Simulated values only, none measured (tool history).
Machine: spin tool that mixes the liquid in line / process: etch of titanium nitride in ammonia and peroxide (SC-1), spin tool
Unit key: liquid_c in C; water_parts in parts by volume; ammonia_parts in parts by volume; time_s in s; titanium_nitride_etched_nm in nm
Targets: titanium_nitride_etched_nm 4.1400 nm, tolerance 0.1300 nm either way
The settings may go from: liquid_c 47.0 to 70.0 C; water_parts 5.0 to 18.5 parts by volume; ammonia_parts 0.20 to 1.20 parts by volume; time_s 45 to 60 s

run	hour	liquid_c	water_parts	ammonia_parts	time_s	titanium_nitride_etched_nm
1	0.0	63.0	10.5	0.85	60	8.4861
2	8.3	63.0	10.5	0.70	60	8.2013
3	15.5	61.0	10.5	0.70	60	7.1546
4	23.5	56.0	10.5	0.70	60	5.1954
5	28.4	63.0	10.5	0.70	60	8.0876
6	34.5	63.0	8.0	0.70	60	9.4371
# hour 36.7: new drum of ammonia solution connected
7	36.7	61.0	8.0	0.70	60	8.3185
8	38.9	59.0	8.0	0.70	60	7.3096
9	40.4	57.5	8.0	0.70	60	6.6445
10	42.7	56.0	8.0	0.70	60	6.0393
11	50.4	55.0	8.0	0.70	60	5.6020
12	57.6	54.0	8.0	0.70	60	5.2667
13	63.3	53.5	8.0	0.70	60	4.9529
14	65.2	53.0	8.0	0.70	60	4.9273

Which single option among these 5 for the next run brings every result within its allowed miss of target? Just one does.
A	67.1	51.5	10.5	0.65	60	?
B	67.1	51.0	8.5	0.80	55	?
C	67.1	53.5	9.5	0.60	55	?
D	67.1	54.0	10.0	0.55	60	?
E	67.1	51.5	7.0	0.85	55	?

move	titanium_nitride_etched_nm
A	3.7886
B	3.8615
C	4.1389
D	4.4828
E	4.4317
A: carries the result that was furthest off beyond its target, to the other side
B: carries the result that was furthest off beyond its target, to the other side
C: hits every target within its allowed miss
D: nearer than the last run, and not there yet
E: nearer than the last run, and not there yet
The move that meets every target is C.

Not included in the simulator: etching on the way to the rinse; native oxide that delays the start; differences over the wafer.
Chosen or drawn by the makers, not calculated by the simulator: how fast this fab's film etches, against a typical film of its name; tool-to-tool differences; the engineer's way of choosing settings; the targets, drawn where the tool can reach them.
